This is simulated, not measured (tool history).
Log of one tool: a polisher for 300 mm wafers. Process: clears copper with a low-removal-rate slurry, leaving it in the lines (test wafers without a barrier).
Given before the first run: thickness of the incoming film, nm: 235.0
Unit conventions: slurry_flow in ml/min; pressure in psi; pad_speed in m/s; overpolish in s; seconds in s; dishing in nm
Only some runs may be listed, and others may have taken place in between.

run,hour,slurry_flow,pressure,pad_speed,slurry_solids,overpolish,seconds,dishing
1,0.0,270,2.2,1.14,1.0,24,116.38,31.589
2,1.9,270,2.3,1.14,1.0,26,112.03,35.330
3,11.0,270,2.3,1.14,1.0,28,112.84,38.088
4,13.0,270,2.3,1.14,1.0,29,111.70,38.434
5,14.7,270,2.3,1.14,1.0,31,113.17,39.163
6,20.9,270,2.3,1.14,1.0,39,112.08,46.760
7,24.8,270,2.3,1.14,1.0,39,111.69,49.032

Run 8 has not been measured yet. What should we expect?
8,29.4,275,2.4,1.14,1.0,39,?,?

{"run 8": {"seconds": 109.18, "dishing": 48.497}}

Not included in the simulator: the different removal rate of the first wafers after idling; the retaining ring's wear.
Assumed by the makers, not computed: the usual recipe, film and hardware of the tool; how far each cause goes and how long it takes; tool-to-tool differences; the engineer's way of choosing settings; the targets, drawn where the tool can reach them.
